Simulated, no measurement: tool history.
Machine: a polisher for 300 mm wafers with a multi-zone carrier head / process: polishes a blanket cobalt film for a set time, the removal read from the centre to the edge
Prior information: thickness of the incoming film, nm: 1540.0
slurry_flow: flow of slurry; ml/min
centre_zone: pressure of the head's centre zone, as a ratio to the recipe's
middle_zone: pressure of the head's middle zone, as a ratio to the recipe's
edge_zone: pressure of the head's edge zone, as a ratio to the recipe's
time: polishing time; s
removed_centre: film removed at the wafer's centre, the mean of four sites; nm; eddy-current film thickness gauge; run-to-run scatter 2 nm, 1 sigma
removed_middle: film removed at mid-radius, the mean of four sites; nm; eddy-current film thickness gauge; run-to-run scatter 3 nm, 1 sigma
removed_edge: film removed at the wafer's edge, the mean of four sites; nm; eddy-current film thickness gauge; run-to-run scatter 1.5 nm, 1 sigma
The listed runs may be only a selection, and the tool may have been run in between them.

Run 1, hour 0.0: slurry_flow 190 ml/min, centre_zone 1.00, middle_zone 1.00, edge_zone 1.00, time 41 s. Result: removed_centre 278.24 nm, removed_middle 263.59 nm, removed_edge 264.48 nm.
Run 2, hour 3.7: slurry_flow 190 ml/min, centre_zone 1.00, middle_zone 1.06, edge_zone 1.00, time 41 s. Result: removed_centre 281.12 nm, removed_middle 275.23 nm, removed_edge 267.45 nm.
Run 3, hour 10.0: slurry_flow 185 ml/min, centre_zone 0.99, middle_zone 1.07, edge_zone 0.97, time 41 s. Result: removed_centre 279.17 nm, removed_middle 277.71 nm, removed_edge 260.98 nm.
Run 4, hour 14.9: slurry_flow 185 ml/min, centre_zone 0.99, middle_zone 1.07, edge_zone 1.00, time 41 s. Result: removed_centre 276.29 nm, removed_middle 269.15 nm, removed_edge 264.70 nm.
Run 5, hour 23.0: slurry_flow 180 ml/min, centre_zone 0.98, middle_zone 1.08, edge_zone 0.98, time 41 s. Result: removed_centre 274.56 nm, removed_middle 277.91 nm, removed_edge 260.87 nm.
Run 6, hour 30.0: slurry_flow 175 ml/min, centre_zone 0.97, middle_zone 1.08, edge_zone 0.96, time 41 s. Result: removed_centre 269.33 nm, removed_middle 268.28 nm, removed_edge 259.89 nm.
Run 7, hour 30.7: slurry_flow 180 ml/min, centre_zone 0.97, middle_zone 1.10, edge_zone 0.94, time 41 s. Result: removed_centre 270.35 nm, removed_middle 279.72 nm, removed_edge 254.98 nm.
Run 8, hour 32.3: slurry_flow 175 ml/min, centre_zone 0.97, middle_zone 1.11, edge_zone 0.92, time 41 s. Result: removed_centre 267.09 nm, removed_middle 276.67 nm, removed_edge 249.95 nm.
Run 9, hour 33.2: slurry_flow 175 ml/min, centre_zone 0.97, middle_zone 1.11, edge_zone 0.92, time 41 s. Result: removed_centre 272.09 nm, removed_middle 279.92 nm, removed_edge 254.13 nm.
Run 10, hour 39.3: slurry_flow 175 ml/min, centre_zone 0.97, middle_zone 1.11, edge_zone 0.92, time 41 s. Result: removed_centre 271.56 nm, removed_middle 280.39 nm, removed_edge 251.12 nm.
Run 11, hour 47.1: slurry_flow 170 ml/min, centre_zone 0.97, middle_zone 1.12, edge_zone 0.91, time 41 s. Result: removed_centre 266.59 nm, removed_middle 280.63 nm, removed_edge 249.65 nm.
Run 12, hour 50.8: slurry_flow 165 ml/min, centre_zone 0.97, middle_zone 1.12, edge_zone 0.90, time 41 s. Result: removed_centre 264.33 nm, removed_middle 282.96 nm, removed_edge 247.21 nm.
Run 13, hour 54.6: slurry_flow 160 ml/min, centre_zone 0.97, middle_zone 1.12, edge_zone 0.89, time 41 s. Result: removed_centre 263.49 nm, removed_middle 277.51 nm, removed_edge 246.89 nm.
Run 14, hour 60.8: slurry_flow 160 ml/min, centre_zone 0.97, middle_zone 1.12, edge_zone 0.88, time 41 s. Result: removed_centre 264.89 nm, removed_middle 280.93 nm, removed_edge 248.17 nm.
Run 15, hour 64.0: slurry_flow 160 ml/min, centre_zone 0.97, middle_zone 1.12, edge_zone 0.87, time 41 s. Result: removed_centre 266.39 nm, removed_middle 281.06 nm, removed_edge 241.33 nm.

What does the tool deliver on the next run?
Run 16, hour 68.7: slurry_flow 155 ml/min, centre_zone 0.97, middle_zone 1.12, edge_zone 0.87, time 41 s. Result: removed_centre ?, removed_middle ?, removed_edge ?.

removed_centre: 265.67 nm
removed_middle: 271.15 nm
removed_edge: 241.54 nm
